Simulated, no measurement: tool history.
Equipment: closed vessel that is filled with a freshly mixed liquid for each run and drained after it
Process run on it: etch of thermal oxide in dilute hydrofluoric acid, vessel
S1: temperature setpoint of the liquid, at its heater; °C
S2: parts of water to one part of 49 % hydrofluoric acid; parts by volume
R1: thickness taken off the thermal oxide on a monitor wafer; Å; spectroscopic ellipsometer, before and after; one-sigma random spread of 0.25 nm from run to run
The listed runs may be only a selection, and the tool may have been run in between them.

Run 1, hour 0: S1 20 °C, S2 55 parts by volume, time in the liquid (s) 295. Result: R1 233.15 Å.
Run 2, hour 1.4: S1 18.5 °C, S2 55 parts by volume, time in the liquid (s) 295. Result: R1 218.01 Å.
Run 3, hour 6.1: S1 20.5 °C, S2 55 parts by volume, time in the liquid (s) 295. Result: R1 237.1 Å.
Run 4, hour 10.4: S1 23 °C, S2 55 parts by volume, time in the liquid (s) 295. Result: R1 266.67 Å.
Run 5, hour 16.2: S1 24.5 °C, S2 55 parts by volume, time in the liquid (s) 295. Result: R1 284.11 Å.
Run 6, hour 23.9: S1 25 °C, S2 55 parts by volume, time in the liquid (s) 295. Result: R1 285.39 Å.

What does the tool deliver on the next run?
Run 7, hour 31.7: S1 25.5 °C, S2 55 parts by volume, time in the liquid (s) 295. Result: R1 ?.

For run 7 the tool returned R1 294.01 Å.
